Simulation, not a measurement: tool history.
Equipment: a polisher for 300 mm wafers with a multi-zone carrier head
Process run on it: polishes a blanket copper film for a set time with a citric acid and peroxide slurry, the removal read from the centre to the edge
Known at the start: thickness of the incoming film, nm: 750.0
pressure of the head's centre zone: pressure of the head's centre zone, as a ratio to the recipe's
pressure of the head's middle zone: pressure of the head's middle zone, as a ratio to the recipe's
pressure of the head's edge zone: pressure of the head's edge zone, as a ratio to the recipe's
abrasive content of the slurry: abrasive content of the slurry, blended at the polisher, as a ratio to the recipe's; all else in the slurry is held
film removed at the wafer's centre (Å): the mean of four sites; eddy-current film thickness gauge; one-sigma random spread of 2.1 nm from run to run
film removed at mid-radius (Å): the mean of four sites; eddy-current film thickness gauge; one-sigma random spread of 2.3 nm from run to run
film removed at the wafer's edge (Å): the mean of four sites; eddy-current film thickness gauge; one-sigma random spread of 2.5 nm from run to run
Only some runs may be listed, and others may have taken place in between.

run,hour,flow of slurry (ml/min),pressure of the head's centre zone,pressure of the head's middle zone,pressure of the head's edge zone,abrasive content of the slurry,polishing time (s),film removed at the wafer's centre (Å),film removed at mid-radius (Å),film removed at the wafer's edge (Å)
1,0.0,225,1.00,1.00,1.00,1.0,71,2387.7,2375.5,2366.9
2,4.0,240,1.03,1.02,1.04,1.1,71,2525.5,2507.4,2480.1
3,7.5,240,1.03,1.02,1.01,1.1,71,2513.5,2477.4,2452.5
4,10.0,240,1.06,1.02,1.01,1.1,71,2570.2,2488.4,2447.6
5,11.7,240,1.06,1.02,1.01,1.2,71,2624.8,2501.0,2486.8
6,19.0,240,1.06,1.07,1.01,1.2,71,2618.2,2623.5,2495.4

Forecast run 7:
7,25.9,305,1.16,1.13,1.11,1.4,72,?,?,?

Logged for run 7: film removed at the wafer's centre (Å) 3092.9, film removed at mid-radius (Å) 2973.9, film removed at the wafer's edge (Å) 2776.8.
